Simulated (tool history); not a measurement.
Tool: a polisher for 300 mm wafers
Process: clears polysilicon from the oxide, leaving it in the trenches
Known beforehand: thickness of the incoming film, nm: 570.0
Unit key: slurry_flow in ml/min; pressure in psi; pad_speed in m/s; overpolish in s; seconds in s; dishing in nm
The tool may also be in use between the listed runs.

run	hour	slurry_flow	pressure	pad_speed	overpolish	seconds	dishing
1	0	140	2.4	1.04	10	54.805	44.407
2	7.5	135	2.3	1.04	11	57.426	45.228
3	13.9	110	2.3	1.04	11	60.42	46.273
4	15.3	110	2	1.04	11	67.541	43.71
5	20	110	2	1.04	7	67.614	34.672
6	23.4	110	2	1.04	8	67.975	36.092
7	28.2	110	2	1.04	9	67.696	38.232
8	29.7	110	2	1.04	10	66.458	40.584
9	33.5	110	2	1.04	11	67.411	41.393

Run 10 is up next; what results do you expect?
10	39.4	110	2	1.04	12	?	?

Run 10 measured seconds 66.595 s, dishing 44.988 nm.
